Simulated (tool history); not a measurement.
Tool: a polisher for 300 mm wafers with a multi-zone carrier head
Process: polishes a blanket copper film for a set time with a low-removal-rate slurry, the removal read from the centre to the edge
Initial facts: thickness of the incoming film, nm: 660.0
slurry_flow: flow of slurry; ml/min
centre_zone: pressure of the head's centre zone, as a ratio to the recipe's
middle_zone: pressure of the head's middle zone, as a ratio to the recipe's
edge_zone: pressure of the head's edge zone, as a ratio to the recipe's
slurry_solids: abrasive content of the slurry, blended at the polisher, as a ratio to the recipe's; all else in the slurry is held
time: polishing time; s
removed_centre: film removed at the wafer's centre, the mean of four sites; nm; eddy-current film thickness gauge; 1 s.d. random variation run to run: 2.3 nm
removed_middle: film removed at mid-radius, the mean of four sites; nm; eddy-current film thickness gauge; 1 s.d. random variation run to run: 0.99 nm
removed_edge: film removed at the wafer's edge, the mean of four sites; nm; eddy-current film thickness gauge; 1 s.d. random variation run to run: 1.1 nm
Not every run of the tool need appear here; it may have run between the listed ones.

Run 1, hour 0.0: slurry_flow 130 ml/min, centre_zone 1.00, middle_zone 1.00, edge_zone 1.00, slurry_solids 1.00, time 68 s. Result: removed_centre 162.64 nm, removed_middle 157.25 nm, removed_edge 159.94 nm.
Run 2, hour 2.0: slurry_flow 125 ml/min, centre_zone 1.01, middle_zone 1.00, edge_zone 0.98, slurry_solids 0.95, time 68 s. Result: removed_centre 160.11 nm, removed_middle 154.29 nm, removed_edge 156.31 nm.
Run 3, hour 5.0: slurry_flow 125 ml/min, centre_zone 1.03, middle_zone 1.00, edge_zone 0.96, slurry_solids 0.90, time 68 s. Result: removed_centre 161.89 nm, removed_middle 153.97 nm, removed_edge 152.68 nm.
Run 4, hour 5.9: slurry_flow 125 ml/min, centre_zone 1.03, middle_zone 1.00, edge_zone 0.96, slurry_solids 0.90, time 55 s. Result: removed_centre 127.02 nm, removed_middle 124.57 nm, removed_edge 122.42 nm.
Run 5, hour 7.2: slurry_flow 130 ml/min, centre_zone 1.05, middle_zone 1.00, edge_zone 0.96, slurry_solids 0.90, time 55 s. Result: removed_centre 135.46 nm, removed_middle 126.81 nm, removed_edge 123.99 nm.
Run 6, hour 11.8: slurry_flow 135 ml/min, centre_zone 1.06, middle_zone 1.00, edge_zone 0.96, slurry_solids 0.90, time 55 s. Result: removed_centre 138.15 nm, removed_middle 127.11 nm, removed_edge 124.57 nm.
Run 7, hour 15.3: slurry_flow 140 ml/min, centre_zone 1.06, middle_zone 1.00, edge_zone 0.96, slurry_solids 0.90, time 55 s. Result: removed_centre 136.84 nm, removed_middle 127.25 nm, removed_edge 127.26 nm.

Forecast run 8:
Run 8, hour 20.7: slurry_flow 145 ml/min, centre_zone 1.08, middle_zone 1.01, edge_zone 0.95, slurry_solids 0.90, time 55 s. Result: removed_centre ?, removed_middle ?, removed_edge ?.

Run 8 came out at removed_centre 142.77 nm, removed_middle 130.40 nm, removed_edge 127.22 nm.
